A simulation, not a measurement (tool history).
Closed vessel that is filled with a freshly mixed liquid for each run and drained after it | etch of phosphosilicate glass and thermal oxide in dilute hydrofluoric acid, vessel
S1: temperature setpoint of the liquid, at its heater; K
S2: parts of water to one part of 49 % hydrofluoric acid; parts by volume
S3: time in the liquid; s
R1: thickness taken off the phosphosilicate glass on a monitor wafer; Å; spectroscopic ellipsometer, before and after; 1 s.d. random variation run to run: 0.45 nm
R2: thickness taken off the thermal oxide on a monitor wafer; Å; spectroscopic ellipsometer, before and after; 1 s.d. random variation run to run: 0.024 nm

| run | day | S1 | S2 | S3 | R1 | R2 |
|---|---|---|---|---|---|---|
| 1 | 0 | 298.15 | 100 | 60 | 1059.7 | 27.693 |
| 2 | 0.083 | 298.15 | 100 | 70 | 1244.1 | 32.033 |
| 3 | 0.146 | 298.15 | 65 | 70 | 2001.4 | 51.538 |
| 4 | 0.421 | 298.15 | 45 | 70 | 2970.2 | 77.443 |
| 5 | 0.567 | 296.15 | 45 | 70 | 2727.4 | 70.909 |
| 6 | 0.758 | 293.65 | 45 | 70 | 2470.7 | 63.04 |
| 7 | 0.996 | 293.15 | 55 | 70 | 1943.3 | 49.769 |
| 8 | 1.258 | 292.65 | 60 | 70 | 1727 | 45.134 |
| 9 | 1.362 | 292.15 | 65 | 70 | 1558.8 | 40.501 |
| 10 | 1.612 | 291.65 | 70 | 70 | 1415.2 | 35.917 |
| 11 | 1.729 | 291.15 | 70 | 70 | 1378.3 | 35.502 |
| 12 | 1.946 | 290.65 | 70 | 70 | 1351.4 | 35.148 |

What will run 13 give?
| 13 | 2.233 | 290.15 | 80 | 70 | ? | ? |

R1: 1145.3 Å
R2: 29.489 Å
